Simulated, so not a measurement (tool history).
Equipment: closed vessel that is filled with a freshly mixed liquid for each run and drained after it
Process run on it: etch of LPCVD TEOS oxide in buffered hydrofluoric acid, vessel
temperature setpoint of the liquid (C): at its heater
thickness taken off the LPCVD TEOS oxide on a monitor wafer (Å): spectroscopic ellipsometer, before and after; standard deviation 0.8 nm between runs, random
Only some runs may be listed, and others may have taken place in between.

run	day	temperature setpoint of the liquid (C)	parts of 40 % ammonium fluoride to one part of 49 % hydrofluoric acid (parts by volume)	time in the liquid (s)	thickness taken off the LPCVD TEOS oxide on a monitor wafer (Å)
1	0	21	19.5	95	1432.3
2	0.221	21	19.5	95	1432.5
3	0.55	20.5	19.5	95	1408.8
4	0.604	20.5	21.5	95	1315.4
5	0.9	20	21.5	95	1263.5
6	0.933	19.5	21.5	95	1228.3
7	1.112	19	21.5	95	1199.9

Forecast run 8:
# day 1.371: hydrofluoric acid flow meter replaced
8	1.371	18.5	21.5	95	?

Run 8 produced thickness taken off the LPCVD TEOS oxide on a monitor wafer (Å) 1214.1.
